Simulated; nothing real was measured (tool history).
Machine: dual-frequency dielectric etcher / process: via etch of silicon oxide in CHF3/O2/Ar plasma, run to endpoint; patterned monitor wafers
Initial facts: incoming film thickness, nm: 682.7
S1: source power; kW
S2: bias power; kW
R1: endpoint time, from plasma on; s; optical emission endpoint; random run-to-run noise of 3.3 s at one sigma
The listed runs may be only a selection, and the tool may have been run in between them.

run,hour,S1,S2,R1
1,0.0,0.700,0.141,359.27
2,2.6,0.700,0.121,378.95
3,3.6,0.700,0.099,398.41
4,7.8,0.750,0.099,382.03
5,15.0,0.730,0.098,396.08
6,19.7,0.710,0.097,399.79
7,25.4,0.700,0.096,399.78
8,26.3,0.690,0.095,404.41

Expected results for the next run?
9,33.9,0.690,0.095,?

R1: 400.51 s
